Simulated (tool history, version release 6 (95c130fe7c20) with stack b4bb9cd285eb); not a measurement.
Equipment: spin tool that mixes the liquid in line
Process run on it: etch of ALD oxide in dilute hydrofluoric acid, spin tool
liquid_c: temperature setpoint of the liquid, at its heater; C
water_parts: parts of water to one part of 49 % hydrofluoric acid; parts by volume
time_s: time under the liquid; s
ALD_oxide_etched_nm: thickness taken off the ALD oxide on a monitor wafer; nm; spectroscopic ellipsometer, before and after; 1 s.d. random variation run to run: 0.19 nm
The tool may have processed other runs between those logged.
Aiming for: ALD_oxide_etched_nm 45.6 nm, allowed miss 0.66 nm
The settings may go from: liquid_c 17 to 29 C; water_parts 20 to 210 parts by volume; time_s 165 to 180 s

run 1 hour=0 | liquid_c=21 water_parts=115 time_s=165 | ALD_oxide_etched_nm=39.382
run 2 hour=8.5 | liquid_c=22 water_parts=115 time_s=165 | ALD_oxide_etched_nm=41.488
run 3 hour=15.1 | liquid_c=22.5 water_parts=115 time_s=165 | ALD_oxide_etched_nm=41.942
run 4 hour=15.7 | liquid_c=26 water_parts=115 time_s=165 | ALD_oxide_etched_nm=48.356
run 5 hour=17.7 | liquid_c=26 water_parts=115 time_s=180 | ALD_oxide_etched_nm=52.459
run 6 hour=20.8 | liquid_c=29 water_parts=115 time_s=180 | ALD_oxide_etched_nm=59.162
run 7 hour=28.4 | liquid_c=27 water_parts=115 time_s=180 | ALD_oxide_etched_nm=55.027
run 8 hour=29.7 | liquid_c=25.5 water_parts=115 time_s=180 | ALD_oxide_etched_nm=51.582
run 9 hour=32.6 | liquid_c=24.5 water_parts=115 time_s=180 | ALD_oxide_etched_nm=49.941
run 10 hour=38.7 | liquid_c=24 water_parts=115 time_s=180 | ALD_oxide_etched_nm=49.289
run 11 hour=41.8 | liquid_c=23.5 water_parts=115 time_s=180 | ALD_oxide_etched_nm=47.733
run 12 hour=42.6 | liquid_c=23 water_parts=115 time_s=180 | ALD_oxide_etched_nm=47.026

Exercise: of the 4 proposed moves below, exactly one satisfies all targets within the stated allowed misses. Which move is it?
run A hour=43.4 | liquid_c=22 water_parts=105 time_s=170 | ALD_oxide_etched_nm=?
run B hour=43.4 | liquid_c=23 water_parts=115 time_s=175 | ALD_oxide_etched_nm=?
run C hour=43.4 | liquid_c=22 water_parts=110 time_s=180 | ALD_oxide_etched_nm=?
run D hour=43.4 | liquid_c=17 water_parts=90 time_s=165 | ALD_oxide_etched_nm=?

move=A ALD_oxide_etched_nm=47.147
move=B ALD_oxide_etched_nm=45.581
move=C ALD_oxide_etched_nm=47.376
move=D ALD_oxide_etched_nm=44.149
A: further off than the last run
B: all results in spec
C: further off than the last run
D: pushes the last run's worst result past its target
So the answer is move B, the one that meets all the targets.
